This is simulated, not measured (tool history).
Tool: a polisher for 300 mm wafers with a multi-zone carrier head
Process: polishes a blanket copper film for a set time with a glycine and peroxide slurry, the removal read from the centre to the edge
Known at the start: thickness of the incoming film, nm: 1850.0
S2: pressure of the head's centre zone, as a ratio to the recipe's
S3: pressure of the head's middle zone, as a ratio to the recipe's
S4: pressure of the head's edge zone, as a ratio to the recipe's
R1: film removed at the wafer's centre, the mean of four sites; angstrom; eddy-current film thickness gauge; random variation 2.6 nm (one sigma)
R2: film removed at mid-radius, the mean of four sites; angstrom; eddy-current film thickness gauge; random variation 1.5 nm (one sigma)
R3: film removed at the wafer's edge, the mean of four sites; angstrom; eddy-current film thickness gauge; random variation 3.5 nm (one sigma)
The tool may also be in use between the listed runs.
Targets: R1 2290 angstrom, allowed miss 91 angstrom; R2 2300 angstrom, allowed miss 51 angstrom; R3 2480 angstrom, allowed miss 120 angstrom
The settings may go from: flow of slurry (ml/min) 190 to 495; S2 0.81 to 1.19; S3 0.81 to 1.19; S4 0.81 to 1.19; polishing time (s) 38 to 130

{"run": 1, "hour": 0.0, "flow of slurry (ml/min)": 320, "S2": 1, "S3": 1, "S4": 1, "polishing time (s)": 84, "R1": 3284.2, "R2": 3432.4, "R3": 3424.4}
{"run": 2, "hour": 3.3, "flow of slurry (ml/min)": 350, "S2": 1, "S3": 1, "S4": 1, "polishing time (s)": 84, "R1": 3406.4, "R2": 3426.8, "R3": 3314.2}
{"run": 3, "hour": 9.0, "flow of slurry (ml/min)": 320, "S2": 1, "S3": 1, "S4": 1, "polishing time (s)": 84, "R1": 3384.2, "R2": 3407.6, "R3": 3471}
{"run": 4, "hour": 13.8, "flow of slurry (ml/min)": 330, "S2": 0.98, "S3": 0.97, "S4": 0.99, "polishing time (s)": 80, "R1": 3130.3, "R2": 3128.5, "R3": 3196.9}
{"run": 5, "hour": 22.3, "flow of slurry (ml/min)": 330, "S2": 0.98, "S3": 0.93, "S4": 0.99, "polishing time (s)": 80, "R1": 3090.9, "R2": 3024.4, "R3": 3152}
{"run": 6, "hour": 25.6, "flow of slurry (ml/min)": 335, "S2": 0.96, "S3": 0.91, "S4": 0.98, "polishing time (s)": 78, "R1": 2955, "R2": 2909.5, "R3": 3126.6}
{"run": 7, "hour": 28.9, "flow of slurry (ml/min)": 345, "S2": 0.95, "S3": 0.9, "S4": 0.97, "polishing time (s)": 75, "R1": 2875.6, "R2": 2830, "R3": 3024.3}
{"run": 8, "hour": 36.1, "flow of slurry (ml/min)": 270, "S2": 0.86, "S3": 0.82, "S4": 0.87, "polishing time (s)": 60, "R1": 2001.3, "R2": 2007.2, "R3": 2210.3}
{"run": 9, "hour": 43.6, "flow of slurry (ml/min)": 290, "S2": 0.87, "S3": 0.83, "S4": 0.88, "polishing time (s)": 60, "R1": 2061.9, "R2": 2043.2, "R3": 2310.5}
{"run": 10, "hour": 49.3, "flow of slurry (ml/min)": 310, "S2": 0.88, "S3": 0.85, "S4": 0.88, "polishing time (s)": 60, "R1": 2104.8, "R2": 2108.1, "R3": 2306.4}

Which of these 4 next moves meets every target?
{"run": "A", "hour": 55.0, "flow of slurry (ml/min)": 335, "S2": 0.99, "S3": 0.9, "S4": 0.81, "polishing time (s)": 55, "R1": "?", "R2": "?", "R3": "?"}
{"run": "B", "hour": 55.0, "flow of slurry (ml/min)": 360, "S2": 0.93, "S3": 0.9, "S4": 0.98, "polishing time (s)": 61, "R1": "?", "R2": "?", "R3": "?"}
{"run": "C", "hour": 55.0, "flow of slurry (ml/min)": 300, "S2": 0.98, "S3": 0.96, "S4": 0.81, "polishing time (s)": 59, "R1": "?", "R2": "?", "R3": "?"}
{"run": "D", "hour": 55.0, "flow of slurry (ml/min)": 370, "S2": 0.87, "S3": 0.87, "S4": 0.81, "polishing time (s)": 61, "R1": "?", "R2": "?", "R3": "?"}

move=A R1=2187.6 R2=2061.8 R3=1975.5
move=B R1=2292.2 R2=2299.8 R3=2385.8
move=C R1=2300.1 R2=2312.8 R3=2102.5
move=D R1=2147.5 R2=2242 R3=2204.9
A: further off than the last run
B: meets every target
C: brings the result that was furthest off to its target, and leaves another outside
D: nearer than the last run, and not there yet
The right move is B.

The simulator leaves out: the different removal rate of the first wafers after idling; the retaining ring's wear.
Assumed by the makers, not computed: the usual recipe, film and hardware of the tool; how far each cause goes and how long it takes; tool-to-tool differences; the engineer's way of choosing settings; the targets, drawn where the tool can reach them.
